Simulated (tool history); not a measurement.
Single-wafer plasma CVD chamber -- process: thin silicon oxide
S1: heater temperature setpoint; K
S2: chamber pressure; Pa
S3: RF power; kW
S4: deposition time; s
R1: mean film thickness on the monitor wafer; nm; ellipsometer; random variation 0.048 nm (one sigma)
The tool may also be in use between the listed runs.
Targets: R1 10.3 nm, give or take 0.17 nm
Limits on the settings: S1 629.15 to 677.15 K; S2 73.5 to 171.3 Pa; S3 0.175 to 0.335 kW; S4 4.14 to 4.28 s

run	day	S1	S2	S3	S4	R1
1	0	653.15	122.4	0.255	4.14	7.9251
2	0.221	653.15	122.4	0.255	4.14	7.816
3	0.417	653.15	122.4	0.225	4.14	7.3708
4	0.538	653.15	134.4	0.225	4.14	7.9408
5	0.708	653.15	120.9	0.225	4.14	7.3084
6	1.071	653.15	133.3	0.23	4.14	8.029
7	1.404	653.15	142.3	0.23	4.14	8.3432
8	1.462	653.15	142.3	0.23	4.14	8.3817
9	1.546	653.15	149.3	0.235	4.14	8.7185
10	1.742	653.15	154.7	0.24	4.15	9.0698
11	1.883	653.15	158.7	0.245	4.16	9.3081
12	2.042	653.15	161.7	0.25	4.17	9.402

Exactly one of the 4 candidate moves below puts every result within its allowed miss. Which one?
A	2.2	648.15	126.1	0.26	4.14	?
B	2.2	653.15	153.3	0.29	4.14	?
C	2.2	643.15	160.9	0.275	4.28	?
D	2.2	644.15	160.5	0.235	4.28	?

move	R1
A	8.1983
B	9.7704
C	10.271
D	9.5483
A: moves away from the targets compared with the last run
B: moves toward the targets from the last run without getting all of them in spec
C: all results land within tolerance of their targets
D: moves toward the targets from the last run without getting all of them in spec
C is the move that brings every result within its allowed miss.

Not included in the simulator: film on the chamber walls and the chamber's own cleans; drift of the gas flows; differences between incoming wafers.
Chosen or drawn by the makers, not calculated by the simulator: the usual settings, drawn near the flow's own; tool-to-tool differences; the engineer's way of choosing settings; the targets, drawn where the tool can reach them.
